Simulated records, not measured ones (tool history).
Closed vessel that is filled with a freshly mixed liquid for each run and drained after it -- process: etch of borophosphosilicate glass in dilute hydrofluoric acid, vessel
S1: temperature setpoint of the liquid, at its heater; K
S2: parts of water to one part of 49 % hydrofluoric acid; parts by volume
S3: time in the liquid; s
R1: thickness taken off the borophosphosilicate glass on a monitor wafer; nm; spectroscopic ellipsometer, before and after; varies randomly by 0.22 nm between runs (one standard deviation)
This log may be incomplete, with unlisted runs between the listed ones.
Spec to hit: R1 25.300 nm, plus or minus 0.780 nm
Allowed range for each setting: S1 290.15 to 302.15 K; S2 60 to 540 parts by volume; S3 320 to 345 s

Run 1, hour 0.0: S1 294.15 K, S2 300 parts by volume, S3 320 s. Result: R1 31.903 nm.
Run 2, hour 1.7: S1 293.65 K, S2 305 parts by volume, S3 320 s. Result: R1 30.179 nm.
Run 3, hour 3.4: S1 293.65 K, S2 305 parts by volume, S3 320 s. Result: R1 29.839 nm.
Run 4, hour 5.5: S1 293.15 K, S2 305 parts by volume, S3 320 s. Result: R1 29.554 nm.
Run 5, hour 8.6: S1 292.65 K, S2 305 parts by volume, S3 320 s. Result: R1 28.800 nm.
Run 6, hour 12.0: S1 292.15 K, S2 305 parts by volume, S3 320 s. Result: R1 28.202 nm.
Run 7, hour 20.1: S1 291.65 K, S2 305 parts by volume, S3 320 s. Result: R1 27.930 nm.
Run 8, hour 21.1: S1 290.65 K, S2 310 parts by volume, S3 320 s. Result: R1 26.406 nm.

Which one of the following 5 next-run settings gets every result inside its allowed miss? There is exactly one.
Run A, hour 22.1: S1 293.15 K, S2 360 parts by volume, S3 320 s. Result: R1 ?.
Run B, hour 22.1: S1 290.15 K, S2 355 parts by volume, S3 345 s. Result: R1 ?.
Run C, hour 22.1: S1 290.15 K, S2 330 parts by volume, S3 320 s. Result: R1 ?.
Run D, hour 22.1: S1 290.65 K, S2 335 parts by volume, S3 320 s. Result: R1 ?.
Run E, hour 22.1: S1 291.15 K, S2 325 parts by volume, S3 320 s. Result: R1 ?.

move      R1
   A  23.901
   B  23.544
   C  23.972
   D  23.959
   E  25.366
A: carries the result that was furthest off beyond its target, to the other side
B: carries the result that was furthest off beyond its target, to the other side
C: carries the result that was furthest off beyond its target, to the other side
D: carries the result that was furthest off beyond its target, to the other side
E: each result inside its tolerance
Move E is the one to make.

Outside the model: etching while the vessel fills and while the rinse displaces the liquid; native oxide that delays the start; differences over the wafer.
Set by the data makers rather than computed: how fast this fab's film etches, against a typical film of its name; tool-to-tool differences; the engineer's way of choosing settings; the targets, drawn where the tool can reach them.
